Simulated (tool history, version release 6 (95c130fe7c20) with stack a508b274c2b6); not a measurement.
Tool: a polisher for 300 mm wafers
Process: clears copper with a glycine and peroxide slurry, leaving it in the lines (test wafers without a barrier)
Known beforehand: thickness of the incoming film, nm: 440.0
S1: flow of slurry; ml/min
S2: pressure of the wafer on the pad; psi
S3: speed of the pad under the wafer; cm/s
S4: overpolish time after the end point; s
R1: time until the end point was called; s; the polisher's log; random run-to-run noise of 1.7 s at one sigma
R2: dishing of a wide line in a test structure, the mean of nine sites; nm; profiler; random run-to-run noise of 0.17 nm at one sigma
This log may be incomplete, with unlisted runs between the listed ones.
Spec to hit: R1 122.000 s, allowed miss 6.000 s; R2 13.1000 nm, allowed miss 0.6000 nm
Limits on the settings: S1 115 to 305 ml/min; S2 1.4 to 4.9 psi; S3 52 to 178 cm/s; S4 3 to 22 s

run  hour   S1   S2   S3  S4       R1       R2
  1   0.0  195  3.1  114  11   56.810  54.5460
  2   8.1  195  3.1  114   8   57.389  42.1630
  3  12.4  195  3.9  114   8   45.824  49.8320
  4  18.3  230  3.9  114   8   45.007  49.9970
  5  26.9  250  3.3   98   7   61.318  35.1310
  6  30.7  265  3.0   86   6   70.726  25.3220
  7  38.9  265  2.7   80   6   81.454  23.0530
  8  41.4  230  1.8   72   3  122.290   8.2762
  9  47.6  230  1.8   70   4  122.300  10.3520
 10  55.9  230  1.8   68   4  121.630  10.3820
 11  64.3  230  1.8   66   4  127.530  10.1100
 12  67.7  230  1.8   66   4  124.650   9.9967

Which one of the following 4 next-run settings gets every result inside its allowed miss? There is exactly one.
  A  71.1  220  1.6  68   3   ?   ?
  B  71.1  250  1.6  80   5   ?   ?
  C  71.1  230  1.4  84   3   ?   ?
  D  71.1  235  1.6  72   3   ?   ?

move       R1       R2
   A  137.430   7.1880
   B  121.440  13.2720
   C  129.860   7.5803
   D  131.300   7.5135
A: lands further from the targets than the last run did
B: every result within its allowed miss
C: lands further from the targets than the last run did
D: lands further from the targets than the last run did
So the answer is move B, the one that meets all the targets.

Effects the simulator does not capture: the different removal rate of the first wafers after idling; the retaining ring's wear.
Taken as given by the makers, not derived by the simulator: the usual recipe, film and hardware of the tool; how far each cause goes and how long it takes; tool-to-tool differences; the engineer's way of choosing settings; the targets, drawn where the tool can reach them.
